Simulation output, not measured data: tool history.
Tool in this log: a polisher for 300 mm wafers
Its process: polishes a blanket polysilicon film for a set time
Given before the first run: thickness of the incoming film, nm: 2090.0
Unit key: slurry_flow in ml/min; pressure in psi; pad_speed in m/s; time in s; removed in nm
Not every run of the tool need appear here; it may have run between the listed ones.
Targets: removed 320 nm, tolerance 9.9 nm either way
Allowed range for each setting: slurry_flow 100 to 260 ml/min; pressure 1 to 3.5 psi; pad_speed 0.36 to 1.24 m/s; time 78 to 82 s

run 1 hour=0 | slurry_flow=165 pressure=2.2 pad_speed=0.8 time=78 | removed=414.18
run 2 hour=6.5 | slurry_flow=165 pressure=2.2 pad_speed=1 time=78 | removed=498.67
run 3 hour=13.9 | slurry_flow=165 pressure=2.2 pad_speed=1.08 time=78 | removed=556.52
run 4 hour=19.3 | slurry_flow=165 pressure=2.2 pad_speed=1.24 time=78 | removed=624.34
run 5 hour=26.8 | slurry_flow=135 pressure=2.2 pad_speed=1.24 time=78 | removed=619.87
run 6 hour=31 | slurry_flow=170 pressure=2.2 pad_speed=1.24 time=78 | removed=625.33
run 7 hour=31.8 | slurry_flow=170 pressure=1.9 pad_speed=1.2 time=78 | removed=527.83
run 8 hour=40 | slurry_flow=145 pressure=1.3 pad_speed=1.1 time=78 | removed=355.3
run 9 hour=42.5 | slurry_flow=145 pressure=1.2 pad_speed=1.1 time=78 | removed=332.74

Which of these 5 next moves meets every target?
run A hour=45 | slurry_flow=150 pressure=1.2 pad_speed=1.1 time=82 | removed=?
run B hour=45 | slurry_flow=130 pressure=1.6 pad_speed=0.86 time=82 | removed=?
run C hour=45 | slurry_flow=155 pressure=1.3 pad_speed=1 time=82 | removed=?
run D hour=45 | slurry_flow=115 pressure=1.4 pad_speed=1 time=82 | removed=?
run E hour=45 | slurry_flow=155 pressure=1.1 pad_speed=1.06 time=82 | removed=?

move=A removed=354.48
move=B removed=344.84
move=C removed=344.69
move=D removed=354.27
move=E removed=321.14
A: lands further from the targets than the last run did
B: lands further from the targets than the last run did
C: lands further from the targets than the last run did
D: lands further from the targets than the last run did
E: every result within its allowed miss
Answer: E
